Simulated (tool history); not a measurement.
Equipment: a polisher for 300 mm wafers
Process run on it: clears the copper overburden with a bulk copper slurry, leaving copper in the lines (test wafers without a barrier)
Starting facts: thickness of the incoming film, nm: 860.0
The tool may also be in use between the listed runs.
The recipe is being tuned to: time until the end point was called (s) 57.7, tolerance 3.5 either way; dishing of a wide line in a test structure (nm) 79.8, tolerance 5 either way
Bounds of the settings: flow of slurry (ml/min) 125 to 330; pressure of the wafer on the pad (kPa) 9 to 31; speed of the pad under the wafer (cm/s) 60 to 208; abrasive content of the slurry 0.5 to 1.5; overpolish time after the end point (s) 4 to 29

run	day	flow of slurry (ml/min)	pressure of the wafer on the pad (kPa)	speed of the pad under the wafer (cm/s)	abrasive content of the slurry	overpolish time after the end point (s)	time until the end point was called (s)	dishing of a wide line in a test structure (nm)
1	0	210	20	134	1	15	83.786	89.596
2	0.367	210	20	134	1	12	84.812	74.976
3	0.471	210	20	134	1	7	84.747	48.174
4	0.6	210	20	134	1	13	82.94	77.491
5	0.717	210	20	134	1	10	83.614	64.532
6	1.088	210	20	162	1	10	70.003	73.724
7	1.433	210	20	162	1	10	70.748	72.258
8	1.779	210	20.7	162	1	10	65.602	75.609
9	2.042	210	22.1	162	1	10	64.986	77.394

Which of these 5 next moves meets every target?
A	2.304	210	20.7	164	0.95	11	?	?
B	2.304	135	20.7	156	1	11	?	?
C	2.304	210	17.9	172	0.75	13	?	?
D	2.304	265	20	158	0.95	13	?	?
E	2.304	195	24.1	166	1.05	9	?	?

move	time until the end point was called (s)	dishing of a wide line in a test structure (nm)
A	67.411	80.764
B	74.253	75.375
C	78.989	80.022
D	70.082	87.831
E	56.932	80.138
A: lands further from the targets than the last run did
B: lands further from the targets than the last run did
C: lands further from the targets than the last run did
D: lands further from the targets than the last run did
E: meets every target
The right move is E.
